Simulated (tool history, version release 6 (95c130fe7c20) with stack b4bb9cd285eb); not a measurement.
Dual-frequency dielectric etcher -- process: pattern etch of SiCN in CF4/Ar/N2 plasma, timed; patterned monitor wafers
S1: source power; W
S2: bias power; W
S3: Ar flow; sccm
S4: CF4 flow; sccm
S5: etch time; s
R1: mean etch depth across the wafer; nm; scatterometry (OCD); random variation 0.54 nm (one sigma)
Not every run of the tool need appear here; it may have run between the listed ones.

Run 1, day 0: S1 390 W, S2 60 W, S3 82 sccm, S4 65 sccm, S5 175.5 s. Result: R1 120.7 nm.
Run 2, day 0.371: S1 390 W, S2 60 W, S3 82 sccm, S4 65 sccm, S5 175.5 s. Result: R1 121.58 nm.
Run 3, day 0.558: S1 360 W, S2 60 W, S3 82 sccm, S4 65 sccm, S5 175.5 s. Result: R1 115.36 nm.
Run 4, day 0.754: S1 360 W, S2 50 W, S3 82 sccm, S4 65 sccm, S5 175.5 s. Result: R1 111.88 nm.
Run 5, day 1.079: S1 340 W, S2 49 W, S3 82 sccm, S4 65 sccm, S5 175.5 s. Result: R1 105.05 nm.
Run 6, day 1.3: S1 340 W, S2 39 W, S3 82 sccm, S4 65 sccm, S5 175.5 s. Result: R1 102.36 nm.

Forecast run 7:
Run 7, day 1.654: S1 330 W, S2 39 W, S3 82 sccm, S4 65 sccm, S5 175.5 s. Result: R1 ?.

R1: 99.494 nm
